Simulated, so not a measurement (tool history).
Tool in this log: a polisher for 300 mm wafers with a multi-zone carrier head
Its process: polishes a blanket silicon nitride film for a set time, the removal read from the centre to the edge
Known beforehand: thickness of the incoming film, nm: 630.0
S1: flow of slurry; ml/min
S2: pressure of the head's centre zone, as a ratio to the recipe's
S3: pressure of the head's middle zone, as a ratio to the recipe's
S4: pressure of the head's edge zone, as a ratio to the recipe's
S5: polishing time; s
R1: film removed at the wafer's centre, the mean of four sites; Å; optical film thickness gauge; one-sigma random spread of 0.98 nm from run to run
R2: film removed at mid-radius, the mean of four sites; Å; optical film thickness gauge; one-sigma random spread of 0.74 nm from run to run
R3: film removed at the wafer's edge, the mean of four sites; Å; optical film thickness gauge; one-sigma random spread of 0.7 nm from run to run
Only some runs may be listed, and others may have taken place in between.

run 1 hour=0 | S1=180 S2=1 S3=1 S4=1 S5=61 | R1=727.58 R2=736.93 R3=776.86
run 2 hour=4.9 | S1=180 S2=1 S3=1 S4=0.96 S5=61 | R1=726.86 R2=732.12 R3=758.3
run 3 hour=7.3 | S1=195 S2=1.02 S3=1 S4=1.01 S5=64 | R1=800.77 R2=797.84 R3=835.65
run 4 hour=8.6 | S1=210 S2=1.04 S3=1 S4=1.06 S5=65 | R1=825.65 R2=827.01 R3=878.98
run 5 hour=12.8 | S1=255 S2=1.04 S3=1 S4=1.06 S5=65 | R1=889.74 R2=860.16 R3=888.79
run 6 hour=14.9 | S1=255 S2=1.04 S3=1 S4=1.06 S5=55 | R1=757.51 R2=720.7 R3=773.6
run 7 hour=18.5 | S1=250 S2=1.06 S3=1 S4=1.09 S5=59 | R1=809.21 R2=793.87 R3=828.03
run 8 hour=21 | S1=250 S2=1.07 S3=0.98 S4=1.11 S5=62 | R1=860.89 R2=804.75 R3=882.1
run 9 hour=29.6 | S1=245 S2=1.08 S3=0.98 S4=1.13 S5=64 | R1=894.59 R2=827.87 R3=906.21

Run 10 is up next; what results do you expect?
run 10 hour=36.4 | S1=245 S2=1.08 S3=0.98 S4=1.13 S5=64 | R1=? R2=? R3=?

{"run 10": {"R1": 869.14, "R2": 827.04, "R3": 898.85}}
